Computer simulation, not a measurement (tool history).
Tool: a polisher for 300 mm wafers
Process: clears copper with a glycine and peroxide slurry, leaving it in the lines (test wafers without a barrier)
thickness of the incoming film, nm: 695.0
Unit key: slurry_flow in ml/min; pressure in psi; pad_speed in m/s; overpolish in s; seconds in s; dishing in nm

Run 1, hour 0: slurry_flow 170 ml/min, pressure 2.6 psi, pad_speed 1 m/s, overpolish 19 s. Result: seconds 143.57 s, dishing 63.629 nm.
Run 2, hour 2.5: slurry_flow 170 ml/min, pressure 2 psi, pad_speed 1 m/s, overpolish 19 s. Result: seconds 161.43 s, dishing 57.876 nm.
Run 3, hour 4.6: slurry_flow 155 ml/min, pressure 1.8 psi, pad_speed 0.94 m/s, overpolish 16 s. Result: seconds 188.17 s, dishing 44.162 nm.
Run 4, hour 8: slurry_flow 155 ml/min, pressure 2.4 psi, pad_speed 0.94 m/s, overpolish 16 s. Result: seconds 162.39 s, dishing 52.11 nm.
Run 5, hour 11.4: slurry_flow 155 ml/min, pressure 2.7 psi, pad_speed 0.94 m/s, overpolish 16 s. Result: seconds 144.83 s, dishing 53.66 nm.
Run 6, hour 14: slurry_flow 170 ml/min, pressure 2.7 psi, pad_speed 0.94 m/s, overpolish 16 s. Result: seconds 148.35 s, dishing 55.104 nm.
Run 7, hour 15.7: slurry_flow 155 ml/min, pressure 2.4 psi, pad_speed 0.92 m/s, overpolish 14 s. Result: seconds 163.52 s, dishing 45.594 nm.

Run 8 has not been measured yet. What should we expect?
Run 8, hour 22.9: slurry_flow 145 ml/min, pressure 2.2 psi, pad_speed 0.9 m/s, overpolish 12 s. Result: seconds ?, dishing ?.

seconds: 183.51 s
dishing: 37.051 nm
